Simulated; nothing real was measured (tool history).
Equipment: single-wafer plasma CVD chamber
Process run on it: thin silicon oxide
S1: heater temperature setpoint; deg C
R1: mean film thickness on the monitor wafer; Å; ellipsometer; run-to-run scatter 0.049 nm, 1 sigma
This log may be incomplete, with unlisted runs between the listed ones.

Run 1, hour 0: S1 375 deg C, chamber pressure (Pa) 85.3, RF power (kW) 0.26, deposition time (s) 9.88. Result: R1 131.7 Å.
Run 2, hour 5.6: S1 384 deg C, chamber pressure (Pa) 85.3, RF power (kW) 0.26, deposition time (s) 9.88. Result: R1 130.2 Å.
Run 3, hour 11.2: S1 384 deg C, chamber pressure (Pa) 85.3, RF power (kW) 0.26, deposition time (s) 9.88. Result: R1 131.03 Å.
Run 4, hour 19: S1 384 deg C, chamber pressure (Pa) 85.3, RF power (kW) 0.29, deposition time (s) 9.88. Result: R1 137.68 Å.
Run 5, hour 27.4: S1 384 deg C, chamber pressure (Pa) 85.3, RF power (kW) 0.325, deposition time (s) 9.88. Result: R1 144.06 Å.
Run 6, hour 32.3: S1 384 deg C, chamber pressure (Pa) 86.3, RF power (kW) 0.325, deposition time (s) 9.88. Result: R1 145.82 Å.
Run 7, hour 39.7: S1 384 deg C, chamber pressure (Pa) 87.1, RF power (kW) 0.325, deposition time (s) 9.88. Result: R1 146.89 Å.
Run 8, hour 42.8: S1 384 deg C, chamber pressure (Pa) 87.9, RF power (kW) 0.325, deposition time (s) 9.88. Result: R1 148.32 Å.

The next listed run, before its measurement:
Run 9, hour 43.8: S1 384 deg C, chamber pressure (Pa) 88.5, RF power (kW) 0.325, deposition time (s) 9.88. Result: R1 ?.

Run 9 measured R1 148.91 Å.
